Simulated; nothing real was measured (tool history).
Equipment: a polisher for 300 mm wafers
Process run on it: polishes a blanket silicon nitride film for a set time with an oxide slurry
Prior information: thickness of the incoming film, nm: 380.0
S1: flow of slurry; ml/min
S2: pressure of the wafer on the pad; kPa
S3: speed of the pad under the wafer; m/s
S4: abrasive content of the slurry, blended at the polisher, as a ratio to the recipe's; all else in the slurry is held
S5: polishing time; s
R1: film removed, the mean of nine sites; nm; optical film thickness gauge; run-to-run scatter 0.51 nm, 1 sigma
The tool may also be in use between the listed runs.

| run | day | S1 | S2 | S3 | S4 | S5 | R1 |
|---|---|---|---|---|---|---|---|
| 1 | 0.000 | 125 | 33.1 | 1.02 | 1.00 | 59 | 59.171 |
| 2 | 0.025 | 125 | 33.1 | 1.18 | 1.00 | 59 | 68.593 |
| 3 | 0.200 | 125 | 33.1 | 1.02 | 1.00 | 59 | 59.811 |
| 4 | 0.304 | 120 | 32.4 | 1.02 | 1.00 | 59 | 59.463 |
| 5 | 0.662 | 120 | 32.4 | 1.02 | 1.10 | 59 | 60.971 |
| 6 | 0.929 | 120 | 32.4 | 1.02 | 1.25 | 59 | 63.188 |
| 7 | 1.288 | 120 | 31.7 | 1.02 | 1.25 | 59 | 62.710 |

Run 8 comes next. What will it give?
| 8 | 1.525 | 120 | 31.0 | 1.02 | 1.25 | 59 | ? |

Run 8 gave R1 61.782 nm.
